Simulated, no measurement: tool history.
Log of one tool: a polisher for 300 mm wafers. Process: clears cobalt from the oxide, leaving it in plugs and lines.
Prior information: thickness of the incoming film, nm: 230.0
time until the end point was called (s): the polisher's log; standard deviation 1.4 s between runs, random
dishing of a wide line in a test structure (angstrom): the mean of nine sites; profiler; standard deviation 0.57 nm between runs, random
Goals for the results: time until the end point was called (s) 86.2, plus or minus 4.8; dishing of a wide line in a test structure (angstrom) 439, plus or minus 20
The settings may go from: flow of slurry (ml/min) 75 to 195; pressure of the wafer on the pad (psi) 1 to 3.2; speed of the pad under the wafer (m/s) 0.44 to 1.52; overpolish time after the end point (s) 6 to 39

run  hour  flow of slurry (ml/min)  pressure of the wafer on the pad (psi)  speed of the pad under the wafer (m/s)  overpolish time after the end point (s)  time until the end point was called (s)  dishing of a wide line in a test structure (angstrom)
  1     0                      125                                     2.1                                    0.98                                       20                                   42.599                                                 482.24
  2   0.9                      120                                     1.7                                    0.92                                       22                                   55.343                                                 466.24
  3   3.5                      120                                     1.5                                    0.88                                       23                                   63.696                                                 435.23
  4   4.2                      120                                     1.5                                    0.78                                       23                                   74.419                                                 424.73
  5   5.4                      120                                       1                                    0.78                                       23                                   107.03                                                 344.22
  6   9.4                      120                                       1                                    0.92                                       23                                   89.369                                                 363.54
  7    14                      120                                       1                                     0.9                                       26                                   93.928                                                 389.48
  8  17.3                      120                                     1.1                                     0.9                                       27                                   86.151                                                 415.34

Of the 4 settings listed for the next run, only one would bring every result within its allowed miss of target. Which one?
  A  20.6                      125                                       1                                    0.86                                       29                                        ?                                                      ?
  B  20.6                      130                                     1.1                                    0.88                                       30                                        ?                                                      ?
  C  20.6                      120                                     1.2                                    0.82                                       24                                        ?                                                      ?
  D  20.6                       85                                     1.6                                    0.62                                       33                                        ?                                                      ?

move  time until the end point was called (s)  dishing of a wide line in a test structure (angstrom)
   A                                   96.496                                                 415.04
   B                                   85.535                                                 441.86
   C                                   85.862                                                 400.38
   D                                   94.142                                                 441.59
A: the biggest miss grows against the last run
B: in spec on every target
C: the biggest miss grows against the last run
D: puts the biggest miss on target and leaves a different result outside tolerance
Answer: B
